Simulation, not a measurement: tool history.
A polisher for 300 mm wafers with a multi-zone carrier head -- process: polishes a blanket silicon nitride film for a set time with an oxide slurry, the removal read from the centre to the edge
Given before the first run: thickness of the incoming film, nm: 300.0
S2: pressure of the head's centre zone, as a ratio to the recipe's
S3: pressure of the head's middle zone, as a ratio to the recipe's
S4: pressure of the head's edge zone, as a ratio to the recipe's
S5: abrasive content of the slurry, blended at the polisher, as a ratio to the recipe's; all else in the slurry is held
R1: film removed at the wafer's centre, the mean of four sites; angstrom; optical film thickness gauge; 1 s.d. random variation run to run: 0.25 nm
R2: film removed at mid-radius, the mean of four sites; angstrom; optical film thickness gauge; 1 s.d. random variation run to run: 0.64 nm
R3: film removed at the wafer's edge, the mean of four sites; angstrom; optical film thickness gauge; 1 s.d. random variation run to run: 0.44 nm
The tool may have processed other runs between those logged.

{"run": 1, "hour": 0.0, "flow of slurry (ml/min)": 185, "S2": 1.0, "S3": 1.0, "S4": 1.0, "S5": 1.0, "polishing time (s)": 32, "R1": 328.7, "R2": 297.15, "R3": 312.36}
{"run": 2, "hour": 2.3, "flow of slurry (ml/min)": 150, "S2": 1.0, "S3": 1.0, "S4": 1.0, "S5": 1.0, "polishing time (s)": 32, "R1": 312.96, "R2": 289.21, "R3": 295.21}
{"run": 3, "hour": 10.3, "flow of slurry (ml/min)": 150, "S2": 1.0, "S3": 1.0, "S4": 1.0, "S5": 1.0, "polishing time (s)": 25, "R1": 243.16, "R2": 223.08, "R3": 232.95}
{"run": 4, "hour": 12.8, "flow of slurry (ml/min)": 150, "S2": 1.0, "S3": 1.0, "S4": 1.0, "S5": 0.85, "polishing time (s)": 25, "R1": 224.95, "R2": 201.01, "R3": 207.99}
{"run": 5, "hour": 18.0, "flow of slurry (ml/min)": 150, "S2": 1.0, "S3": 1.0, "S4": 1.0, "S5": 0.85, "polishing time (s)": 21, "R1": 187.9, "R2": 169.95, "R3": 182.1}
{"hour": 20.7, "done": "centre zone pressure recalibrated"}
{"run": 6, "hour": 20.7, "flow of slurry (ml/min)": 165, "S2": 0.98, "S3": 1.04, "S4": 1.0, "S5": 1.0, "polishing time (s)": 24, "R1": 211.19, "R2": 230.59, "R3": 223.62}
{"run": 7, "hour": 25.8, "flow of slurry (ml/min)": 185, "S2": 1.0, "S3": 1.06, "S4": 1.0, "S5": 1.1, "polishing time (s)": 26, "R1": 251.52, "R2": 265.4, "R3": 260.38}
{"run": 8, "hour": 26.5, "flow of slurry (ml/min)": 195, "S2": 1.01, "S3": 1.09, "S4": 1.0, "S5": 1.2, "polishing time (s)": 28, "R1": 287.81, "R2": 305.48, "R3": 295.48}
{"run": 9, "hour": 28.8, "flow of slurry (ml/min)": 210, "S2": 1.01, "S3": 1.11, "S4": 0.99, "S5": 1.25, "polishing time (s)": 29, "R1": 303.93, "R2": 333.87, "R3": 308.64}

Estimate the outcome of run 10 from the log above:
{"run": 10, "hour": 32.6, "flow of slurry (ml/min)": 225, "S2": 1.01, "S3": 1.13, "S4": 1.0, "S5": 1.3, "polishing time (s)": 30, "R1": "?", "R2": "?", "R3": "?"}

R1: 322.32 angstrom
R2: 360.00 angstrom
R3: 323.03 angstrom
